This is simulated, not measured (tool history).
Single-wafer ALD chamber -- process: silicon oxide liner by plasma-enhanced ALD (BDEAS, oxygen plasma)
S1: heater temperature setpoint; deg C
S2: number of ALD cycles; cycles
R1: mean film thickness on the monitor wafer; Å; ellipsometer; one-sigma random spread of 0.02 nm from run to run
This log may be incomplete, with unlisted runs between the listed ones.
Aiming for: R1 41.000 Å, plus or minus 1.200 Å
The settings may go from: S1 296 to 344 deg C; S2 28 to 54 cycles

run 1 hour=0.0 | S1=320 S2=41 | R1=35.922
run 2 hour=5.7 | S1=320 S2=38 | R1=33.474
run 3 hour=12.7 | S1=328 S2=38 | R1=32.923
run 4 hour=20.3 | S1=328 S2=32 | R1=27.867
run 5 hour=27.4 | S1=328 S2=29 | R1=25.223
run 6 hour=33.2 | S1=327 S2=34 | R1=29.644
run 7 hour=40.0 | S1=327 S2=38 | R1=33.085
run 8 hour=42.8 | S1=327 S2=40 | R1=34.810
run 9 hour=44.3 | S1=327 S2=42 | R1=36.161
run 10 hour=47.9 | S1=326 S2=44 | R1=38.061

4 next moves are on the table. One of them brings every result within its allowed miss. Which?
run A hour=51.5 | S1=324 S2=44 | R1=?
run B hour=51.5 | S1=325 S2=44 | R1=?
run C hour=51.5 | S1=326 S2=47 | R1=?
run D hour=51.5 | S1=332 S2=41 | R1=?

move=A R1=38.717
move=B R1=38.664
move=C R1=41.243
move=D R1=35.679
A: closes in on the targets versus the last run, not all within tolerance yet
B: closes in on the targets versus the last run, not all within tolerance yet
C: in spec on every target
D: misses by more than the last run did
The move that meets every target is C.

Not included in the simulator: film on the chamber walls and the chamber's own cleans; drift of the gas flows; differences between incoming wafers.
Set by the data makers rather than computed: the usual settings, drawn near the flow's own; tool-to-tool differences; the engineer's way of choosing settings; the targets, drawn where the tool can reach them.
